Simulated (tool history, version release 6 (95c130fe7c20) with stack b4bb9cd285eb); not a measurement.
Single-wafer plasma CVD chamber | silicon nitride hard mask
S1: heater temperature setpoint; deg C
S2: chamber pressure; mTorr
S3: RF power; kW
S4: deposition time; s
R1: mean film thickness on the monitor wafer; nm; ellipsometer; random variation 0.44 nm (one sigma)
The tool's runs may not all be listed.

| run | hour | S1 | S2 | S3 | S4 | R1 |
|---|---|---|---|---|---|---|
| 1 | 0.0 | 415 | 1940 | 0.320 | 55.6 | 69.336 |
| 2 | 1.0 | 415 | 2230 | 0.320 | 55.6 | 71.930 |
| 3 | 7.4 | 406 | 2230 | 0.320 | 55.6 | 71.594 |
| 4 | 8.7 | 406 | 2230 | 0.360 | 55.6 | 79.318 |
| 5 | 15.2 | 406 | 2270 | 0.360 | 55.6 | 79.771 |
| 6 | 24.0 | 406 | 2270 | 0.320 | 55.6 | 71.938 |

Run 7 comes next. What will it give?
| 7 | 26.9 | 406 | 2300 | 0.325 | 55.6 | ? |

{"run 7": {"R1": 72.73}}
